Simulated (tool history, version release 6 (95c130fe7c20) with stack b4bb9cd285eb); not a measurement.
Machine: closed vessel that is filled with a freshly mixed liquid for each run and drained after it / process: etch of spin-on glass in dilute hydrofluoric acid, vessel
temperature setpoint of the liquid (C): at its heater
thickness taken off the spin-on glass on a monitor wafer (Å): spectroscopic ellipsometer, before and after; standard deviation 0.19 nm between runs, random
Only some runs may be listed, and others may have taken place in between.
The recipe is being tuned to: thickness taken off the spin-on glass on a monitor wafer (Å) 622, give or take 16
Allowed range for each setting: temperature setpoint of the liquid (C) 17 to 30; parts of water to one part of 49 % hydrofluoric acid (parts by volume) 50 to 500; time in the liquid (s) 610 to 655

run,day,temperature setpoint of the liquid (C),parts of water to one part of 49 % hydrofluoric acid (parts by volume),time in the liquid (s),thickness taken off the spin-on glass on a monitor wafer (Å)
1,0,22,275,610,687.68
2,0.121,21.5,275,610,676.36
3,0.296,21,275,610,663.98
4,0.604,21,370,610,452.22
5,0.883,23.5,365,610,504.28
6,1.208,20.5,365,610,451.28
7,1.433,20.5,365,610,452.66
8,1.717,23,365,610,494.25
9,1.896,24.5,365,610,521.12
10,2.133,28.5,360,610,600.87

Below are 5 possible settings for the next run. Only one of them brings all results inside the allowed miss of their targets. Which is it?
A,2.371,30,410,655,?
B,2.371,29,390,640,?
C,2.371,30,385,655,?
D,2.371,28.5,345,620,?
E,2.371,26.5,360,610,?

move,thickness taken off the spin-on glass on a monitor wafer (Å)
A,568.62
B,577.91
C,620.91
D,651.89
E,567.79
A: the biggest miss grows against the last run
B: the biggest miss grows against the last run
C: hits every target within its allowed miss
D: moves the result that the last run missed by most past its target, out the other side
E: the biggest miss grows against the last run
C is the move that brings every result within its allowed miss.

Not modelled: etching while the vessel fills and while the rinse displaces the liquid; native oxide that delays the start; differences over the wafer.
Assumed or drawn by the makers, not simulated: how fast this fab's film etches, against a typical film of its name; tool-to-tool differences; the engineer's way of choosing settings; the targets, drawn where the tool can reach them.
